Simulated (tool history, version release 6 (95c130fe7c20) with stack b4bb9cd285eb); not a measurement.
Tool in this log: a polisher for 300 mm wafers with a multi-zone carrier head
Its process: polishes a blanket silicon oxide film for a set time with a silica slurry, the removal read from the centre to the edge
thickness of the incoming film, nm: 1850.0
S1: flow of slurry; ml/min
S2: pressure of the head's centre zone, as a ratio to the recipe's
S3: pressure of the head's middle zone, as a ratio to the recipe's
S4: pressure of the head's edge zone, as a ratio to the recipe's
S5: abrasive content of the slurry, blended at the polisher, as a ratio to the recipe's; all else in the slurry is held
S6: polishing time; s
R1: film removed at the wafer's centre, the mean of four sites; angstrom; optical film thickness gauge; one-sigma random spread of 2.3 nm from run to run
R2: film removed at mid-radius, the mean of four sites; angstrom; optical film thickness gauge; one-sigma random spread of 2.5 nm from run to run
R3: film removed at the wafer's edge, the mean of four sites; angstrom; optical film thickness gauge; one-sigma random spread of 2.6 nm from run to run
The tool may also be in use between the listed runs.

run 1 hour=0.0 | S1=120 S2=1.00 S3=1.00 S4=1.00 S5=1.00 S6=70 | R1=1159.7 R2=1109.1 R3=1158.6
run 2 hour=2.5 | S1=120 S2=1.00 S3=1.00 S4=0.95 S5=1.00 S6=70 | R1=1168.8 R2=1145.1 R3=1136.1
run 3 hour=4.5 | S1=125 S2=1.00 S3=1.01 S4=0.99 S5=1.15 S6=74 | R1=1332.4 R2=1392.5 R3=1347.8
run 4 hour=11.4 | S1=125 S2=1.04 S3=1.01 S4=0.99 S5=1.15 S6=74 | R1=1380.0 R2=1340.5 R3=1335.7
run 5 hour=19.5 | S1=130 S2=1.05 S3=1.00 S4=1.03 S5=1.25 S6=76 | R1=1547.1 R2=1403.2 R3=1455.3
run 6 hour=24.3 | S1=130 S2=1.05 S3=1.00 S4=1.03 S5=1.25 S6=62 | R1=1234.3 R2=1168.4 R3=1181.7
run 7 hour=28.6 | S1=130 S2=1.04 S3=1.00 S4=1.06 S5=1.30 S6=68 | R1=1371.7 R2=1346.4 R3=1332.0
run 8 hour=37.6 | S1=125 S2=1.03 S3=0.97 S4=1.08 S5=1.35 S6=73 | R1=1492.1 R2=1413.0 R3=1522.4

Expected results for the next run?
run 9 hour=46.4 | S1=130 S2=1.03 S3=0.97 S4=1.09 S5=1.40 S6=75 | R1=? R2=? R3=?

R1: 1566.9 angstrom
R2: 1502.6 angstrom
R3: 1553.3 angstrom
